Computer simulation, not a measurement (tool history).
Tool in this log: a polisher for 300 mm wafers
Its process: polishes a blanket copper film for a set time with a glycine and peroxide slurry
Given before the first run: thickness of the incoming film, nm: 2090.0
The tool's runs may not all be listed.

| run | hour | flow of slurry (ml/min) | pressure of the wafer on the pad (kPa) | speed of the pad under the wafer (m/s) | polishing time (s) | film removed (nm) |
|---|---|---|---|---|---|---|
| 1 | 0.0 | 180 | 22.8 | 1.24 | 109 | 892.47 |
| 2 | 8.8 | 145 | 22.8 | 1.24 | 109 | 869.82 |
| 3 | 11.3 | 145 | 23.4 | 1.24 | 109 | 876.10 |
| 4 | 11.9 | 160 | 23.4 | 1.24 | 109 | 905.50 |
| 5 | 17.3 | 160 | 23.4 | 1.24 | 109 | 924.66 |
| 6 | 22.5 | 160 | 23.4 | 1.44 | 109 | 971.24 |

For run 7, what comes out?
| 7 | 29.1 | 165 | 24.1 | 1.44 | 109 | ? |

film removed (nm): 1033.70

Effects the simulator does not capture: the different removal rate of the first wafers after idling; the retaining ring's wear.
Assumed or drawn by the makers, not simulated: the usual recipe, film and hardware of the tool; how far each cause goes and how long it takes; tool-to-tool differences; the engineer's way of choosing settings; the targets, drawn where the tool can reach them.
